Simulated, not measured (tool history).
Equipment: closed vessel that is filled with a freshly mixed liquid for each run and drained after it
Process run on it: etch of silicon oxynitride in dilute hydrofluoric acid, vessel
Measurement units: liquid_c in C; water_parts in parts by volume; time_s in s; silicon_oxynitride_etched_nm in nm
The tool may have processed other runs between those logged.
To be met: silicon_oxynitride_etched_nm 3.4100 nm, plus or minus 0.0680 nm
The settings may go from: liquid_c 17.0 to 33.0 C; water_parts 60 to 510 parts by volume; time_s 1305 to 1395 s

run,hour,liquid_c,water_parts,time_s,silicon_oxynitride_etched_nm
1,0.0,25.0,285,1305,7.1119
2,6.7,25.0,285,1305,7.0661
3,10.9,25.0,285,1395,7.5693
4,19.8,23.5,305,1395,6.5916
5,25.3,22.5,320,1395,5.9469
6,32.3,22.5,320,1395,5.9108
7,40.5,21.5,335,1395,5.3823
8,47.0,20.5,350,1395,4.8771
9,51.3,20.0,360,1395,4.5864
10,54.4,19.5,370,1395,4.3713
11,59.4,19.0,380,1395,4.1604
# hour 66.9: thermometer replaced
12,66.9,18.5,385,1395,3.7232
13,71.1,18.0,385,1395,3.6044
14,72.8,17.5,385,1395,3.5466

4 next moves are on the table. One of them brings every result within its allowed miss. Which?
A,74.5,17.0,370,1355,?
B,74.5,17.0,370,1320,?
C,74.5,20.5,400,1320,?
D,74.5,17.5,360,1320,?

move,silicon_oxynitride_etched_nm
A,3.5444
B,3.4528
C,3.6583
D,3.6478
A: about the same distance from the targets as the last run
B: all results land within tolerance of their targets
C: its largest miss is bigger than the last run's
D: its largest miss is bigger than the last run's
B is the move that brings every result within its allowed miss.
